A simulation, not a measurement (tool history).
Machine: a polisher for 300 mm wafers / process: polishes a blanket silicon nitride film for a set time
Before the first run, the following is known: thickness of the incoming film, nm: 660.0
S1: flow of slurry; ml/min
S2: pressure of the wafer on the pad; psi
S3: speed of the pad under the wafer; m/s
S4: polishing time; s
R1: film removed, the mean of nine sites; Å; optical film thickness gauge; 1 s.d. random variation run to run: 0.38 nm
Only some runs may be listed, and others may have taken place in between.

run  hour   S1   S2    S3  S4      R1
  1   0.0  135  4.0  0.88  41  814.74
  2   5.0  135  3.5  0.88  41  723.40
  3  13.6  150  3.5  0.88  41  740.87
  4  15.3  150  3.9  0.88  41  807.15
  5  20.4  150  3.9  0.80  41  754.89
  6  28.0  150  3.9  0.80  37  676.88

Run 7, settings as shown, results not yet in. Your forecast:
  7  30.2  150  3.9  0.80  37   ?

R1: 681.47 Å
